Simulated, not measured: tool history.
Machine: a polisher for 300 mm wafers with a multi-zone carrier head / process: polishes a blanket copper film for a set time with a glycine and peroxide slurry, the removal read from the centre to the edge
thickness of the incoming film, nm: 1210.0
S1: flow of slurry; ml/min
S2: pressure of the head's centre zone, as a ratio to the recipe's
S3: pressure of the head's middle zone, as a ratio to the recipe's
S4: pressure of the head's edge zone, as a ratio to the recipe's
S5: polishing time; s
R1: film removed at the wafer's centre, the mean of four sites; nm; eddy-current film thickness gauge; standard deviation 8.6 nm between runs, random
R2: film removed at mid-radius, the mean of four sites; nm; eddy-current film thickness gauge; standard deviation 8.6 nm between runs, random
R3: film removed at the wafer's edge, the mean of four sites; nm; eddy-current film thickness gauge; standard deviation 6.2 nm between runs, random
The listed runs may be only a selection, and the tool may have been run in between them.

run,hour,S1,S2,S3,S4,S5,R1,R2,R3
1,0,250,1,1,1,55,428.01,424.62,430.74
2,1.4,250,1,1,1.06,55,432.3,429.77,454.2
3,9.2,250,1,0.96,1.06,55,431.71,424.21,449.33
4,13.5,250,1,0.96,1.06,47,372.93,351.56,380.5
5,18.5,250,1,1.02,1.06,47,369.03,371.94,378.3
6,25.3,255,1.03,1.04,1.06,50,393.08,404.11,409.63
7,28.1,260,1.06,1.04,1.03,53,440.94,430.75,424.21
8,32.5,265,1.08,1.05,1.04,55,467.29,459.69,442.98
9,38.6,270,1.1,1.05,1.05,56,491.7,469.08,461.34
10,45,275,1.11,1.06,1.06,57,488.4,476,470.49
11,52.5,275,1.11,1.06,1.06,57,504.48,476.67,473.25
12,55.8,280,1.12,1.07,1.06,58,519.38,501.35,474.7
13,58.8,280,1.13,1.07,1.07,59,509.98,483.89,488.51
14,65.1,285,1.14,1.08,1.06,60,529.59,504.8,496.03
15,70.7,285,1.15,1.09,1.05,61,532.96,513.68,493.09

Estimate the outcome of run 16 from the log above:
16,72.3,290,1.16,1.09,1.05,62,?,?,?

Logged for run 16: R1 560.57 nm, R2 529.29 nm, R3 507.56 nm.
